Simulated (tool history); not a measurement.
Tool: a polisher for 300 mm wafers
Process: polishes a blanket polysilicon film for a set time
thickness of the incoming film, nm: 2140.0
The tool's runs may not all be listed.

run	hour	flow of slurry (ml/min)	pressure of the wafer on the pad (kPa)	speed of the pad under the wafer (m/s)	polishing time (s)	film removed (Å)
1	0	245	18.6	1	29	1717.3
2	7.7	245	18.6	1	29	1726.8
3	11.9	245	18.6	1	26	1545.3
4	14.5	245	18.6	1	26	1557.5
5	23.3	215	18.6	1	26	1521.3
6	31.7	205	17.2	1	26	1416.4

Run 7 comes next. What will it give?
# hour 40.7: worn pad replaced by a new one
7	40.7	200	15.9	1	26	?

film removed (Å): 1455.1
